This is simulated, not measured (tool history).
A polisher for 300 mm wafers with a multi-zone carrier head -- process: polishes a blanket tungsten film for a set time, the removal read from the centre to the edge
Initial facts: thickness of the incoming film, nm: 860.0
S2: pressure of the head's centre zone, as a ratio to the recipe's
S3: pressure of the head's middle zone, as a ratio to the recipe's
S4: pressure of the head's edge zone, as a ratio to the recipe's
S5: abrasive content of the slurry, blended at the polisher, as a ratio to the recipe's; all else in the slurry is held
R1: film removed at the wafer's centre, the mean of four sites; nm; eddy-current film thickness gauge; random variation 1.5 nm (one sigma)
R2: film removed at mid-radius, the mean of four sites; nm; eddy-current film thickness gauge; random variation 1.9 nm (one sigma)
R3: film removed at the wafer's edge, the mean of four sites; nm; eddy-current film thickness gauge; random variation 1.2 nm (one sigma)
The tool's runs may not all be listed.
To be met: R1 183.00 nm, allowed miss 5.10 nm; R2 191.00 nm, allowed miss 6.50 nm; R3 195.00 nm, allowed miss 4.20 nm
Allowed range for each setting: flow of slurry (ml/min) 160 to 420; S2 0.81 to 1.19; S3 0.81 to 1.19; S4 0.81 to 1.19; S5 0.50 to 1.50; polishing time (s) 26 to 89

Run 1, hour 0.0: flow of slurry (ml/min) 270, S2 1.00, S3 1.00, S4 1.00, S5 1.00, polishing time (s) 57. Result: R1 316.84 nm, R2 318.21 nm, R3 318.70 nm.
Run 2, hour 1.9: flow of slurry (ml/min) 295, S2 1.00, S3 1.00, S4 1.00, S5 1.00, polishing time (s) 57. Result: R1 327.19 nm, R2 320.54 nm, R3 319.25 nm.
Run 3, hour 6.2: flow of slurry (ml/min) 295, S2 0.98, S3 0.98, S4 0.98, S5 0.90, polishing time (s) 54. Result: R1 297.86 nm, R2 292.67 nm, R3 292.78 nm.
Run 4, hour 14.4: flow of slurry (ml/min) 295, S2 0.98, S3 0.98, S4 0.98, S5 0.80, polishing time (s) 54. Result: R1 286.89 nm, R2 282.39 nm, R3 285.23 nm.
Run 5, hour 20.2: flow of slurry (ml/min) 295, S2 0.98, S3 0.98, S4 0.95, S5 0.80, polishing time (s) 54. Result: R1 290.27 nm, R2 285.97 nm, R3 280.62 nm.
Run 6, hour 21.6: flow of slurry (ml/min) 330, S2 0.98, S3 0.98, S4 0.95, S5 0.80, polishing time (s) 54. Result: R1 290.80 nm, R2 284.91 nm, R3 284.57 nm.
Run 7, hour 25.4: flow of slurry (ml/min) 330, S2 0.98, S3 0.98, S4 0.95, S5 0.80, polishing time (s) 54. Result: R1 296.89 nm, R2 285.18 nm, R3 285.11 nm.
Run 8, hour 33.9: flow of slurry (ml/min) 315, S2 0.95, S3 0.96, S4 0.93, S5 0.75, polishing time (s) 52. Result: R1 268.97 nm, R2 266.50 nm, R3 267.22 nm.
Run 9, hour 34.8: flow of slurry (ml/min) 305, S2 0.93, S3 0.94, S4 0.91, S5 0.70, polishing time (s) 50. Result: R1 243.91 nm, R2 250.90 nm, R3 248.09 nm.
Run 10, hour 36.0: flow of slurry (ml/min) 300, S2 0.92, S3 0.92, S4 0.90, S5 0.65, polishing time (s) 49. Result: R1 237.82 nm, R2 237.66 nm, R3 238.88 nm.
Run 11, hour 41.0: flow of slurry (ml/min) 290, S2 0.90, S3 0.90, S4 0.88, S5 0.60, polishing time (s) 48. Result: R1 222.55 nm, R2 222.04 nm, R3 230.34 nm.
Run 12, hour 46.8: flow of slurry (ml/min) 285, S2 0.89, S3 0.90, S4 0.87, S5 0.60, polishing time (s) 47. Result: R1 215.70 nm, R2 219.84 nm, R3 220.55 nm.

Below are 5 possible settings for the next run. Only one of them brings all results inside the allowed miss of their targets. Which is it?
Run A, hour 52.6: flow of slurry (ml/min) 280, S2 1.19, S3 0.81, S4 0.82, S5 0.65, polishing time (s) 42. Result: R1 ?, R2 ?, R3 ?.
Run B, hour 52.6: flow of slurry (ml/min) 310, S2 0.87, S3 0.90, S4 0.88, S5 0.50, polishing time (s) 42. Result: R1 ?, R2 ?, R3 ?.
Run C, hour 52.6: flow of slurry (ml/min) 275, S2 0.93, S3 0.82, S4 0.86, S5 0.75, polishing time (s) 42. Result: R1 ?, R2 ?, R3 ?.
Run D, hour 52.6: flow of slurry (ml/min) 330, S2 0.99, S3 0.81, S4 0.87, S5 0.50, polishing time (s) 41. Result: R1 ?, R2 ?, R3 ?.
Run E, hour 52.6: flow of slurry (ml/min) 235, S2 0.89, S3 0.91, S4 0.82, S5 0.65, polishing time (s) 40. Result: R1 ?, R2 ?, R3 ?.

move      R1      R2      R3
   A  259.55  187.42  195.35
   B  182.39  194.29  193.21
   C  207.86  194.32  204.95
   D  204.07  177.21  188.70
   E  180.13  189.69  182.80
A: misses by more than the last run did
B: all results land within tolerance of their targets
C: gains on the last run, yet a result remains outside its allowed miss
D: gains on the last run, yet a result remains outside its allowed miss
E: the furthest-off result lands on target, but another misses its tolerance
The right move is B.

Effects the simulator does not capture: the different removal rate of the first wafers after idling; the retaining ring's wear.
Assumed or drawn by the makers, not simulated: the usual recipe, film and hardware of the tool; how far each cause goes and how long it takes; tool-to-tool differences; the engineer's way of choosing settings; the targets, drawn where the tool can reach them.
